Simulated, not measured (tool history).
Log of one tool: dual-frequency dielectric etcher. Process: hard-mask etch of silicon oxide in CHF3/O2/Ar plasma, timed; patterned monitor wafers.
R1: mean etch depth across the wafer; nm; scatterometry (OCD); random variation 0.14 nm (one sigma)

{"run": 1, "hour": 0.0, "source power (W)": 470, "bias power (W)": 164, "etch time (s)": 14.5, "R1": 23.575}
{"run": 2, "hour": 6.5, "source power (W)": 490, "bias power (W)": 167, "etch time (s)": 14.5, "R1": 24.263}
{"run": 3, "hour": 12.2, "source power (W)": 530, "bias power (W)": 167, "etch time (s)": 14.5, "R1": 25.086}
{"run": 4, "hour": 17.1, "source power (W)": 490, "bias power (W)": 167, "etch time (s)": 14.5, "R1": 24.311}
{"run": 5, "hour": 19.3, "source power (W)": 510, "bias power (W)": 169, "etch time (s)": 14.5, "R1": 24.679}
{"run": 6, "hour": 25.6, "source power (W)": 540, "bias power (W)": 169, "etch time (s)": 14.5, "R1": 25.578}
{"run": 7, "hour": 28.6, "source power (W)": 550, "bias power (W)": 170, "etch time (s)": 14.5, "R1": 25.468}
{"run": 8, "hour": 33.3, "source power (W)": 560, "bias power (W)": 172, "etch time (s)": 14.5, "R1": 26.101}
{"run": 9, "hour": 38.2, "source power (W)": 570, "bias power (W)": 173, "etch time (s)": 14.5, "R1": 26.291}
{"run": 10, "hour": 41.3, "source power (W)": 580, "bias power (W)": 174, "etch time (s)": 14.5, "R1": 26.54}

Forecast run 11:
{"run": 11, "hour": 42.1, "source power (W)": 590, "bias power (W)": 175, "etch time (s)": 14.5, "R1": "?"}

Run 11 gave R1 26.546 nm.

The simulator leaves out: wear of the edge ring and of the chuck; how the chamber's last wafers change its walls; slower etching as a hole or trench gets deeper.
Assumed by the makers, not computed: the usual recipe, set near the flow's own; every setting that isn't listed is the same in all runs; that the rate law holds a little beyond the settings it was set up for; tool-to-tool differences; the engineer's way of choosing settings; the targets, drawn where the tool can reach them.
